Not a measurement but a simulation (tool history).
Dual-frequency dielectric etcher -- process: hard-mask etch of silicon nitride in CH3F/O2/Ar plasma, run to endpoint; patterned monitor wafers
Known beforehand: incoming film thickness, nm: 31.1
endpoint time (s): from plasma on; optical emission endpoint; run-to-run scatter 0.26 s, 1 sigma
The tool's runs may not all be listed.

{"run": 1, "hour": 0.0, "source power (W)": 530, "bias power (W)": 72, "endpoint time (s)": 41.397}
{"run": 2, "hour": 6.6, "source power (W)": 560, "bias power (W)": 73, "endpoint time (s)": 40.708}
{"run": 3, "hour": 13.6, "source power (W)": 590, "bias power (W)": 75, "endpoint time (s)": 39.244}
{"run": 4, "hour": 19.5, "source power (W)": 500, "bias power (W)": 75, "endpoint time (s)": 41.577}
{"run": 5, "hour": 23.6, "source power (W)": 530, "bias power (W)": 77, "endpoint time (s)": 40.977}
{"run": 6, "hour": 30.7, "source power (W)": 580, "bias power (W)": 77, "endpoint time (s)": 39.691}

Run 7 is up next; what results do you expect?
{"run": 7, "hour": 39.4, "source power (W)": 600, "bias power (W)": 79, "endpoint time (s)": "?"}

endpoint time (s): 38.325

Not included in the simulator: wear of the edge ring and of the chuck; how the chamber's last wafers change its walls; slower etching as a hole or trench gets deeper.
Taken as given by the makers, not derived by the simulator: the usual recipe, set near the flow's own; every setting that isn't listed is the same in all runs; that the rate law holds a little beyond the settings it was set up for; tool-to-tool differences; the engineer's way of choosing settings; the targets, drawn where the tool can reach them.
